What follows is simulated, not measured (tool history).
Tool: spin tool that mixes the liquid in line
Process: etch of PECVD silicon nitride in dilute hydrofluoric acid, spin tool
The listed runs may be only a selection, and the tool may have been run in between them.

run  hour  temperature setpoint of the liquid (C)  parts of water to one part of 49 % hydrofluoric acid (parts by volume)  time under the liquid (s)  thickness taken off the PECVD silicon nitride on a monitor wafer (nm)
  1     0                                      23                                                                     135                         60                                                                 1.8751
  2   7.5                                      21                                                                     160                         60                                                                 1.3812
  3  11.4                                    19.5                                                                     160                         60                                                                  1.267
  4  14.6                                    18.5                                                                     175                         60                                                                 1.0727
  5  19.2                                      18                                                                     185                         60                                                                0.98489
  6  20.7                                    17.5                                                                     195                         60                                                                0.89337
  7  26.5                                    17.5                                                                     200                         60                                                                0.87536

Run 8 is up next; what results do you expect?
  8  30.7                                    17.5                                                                     205                         60                                                                      ?

thickness taken off the PECVD silicon nitride on a monitor wafer (nm): 0.84725
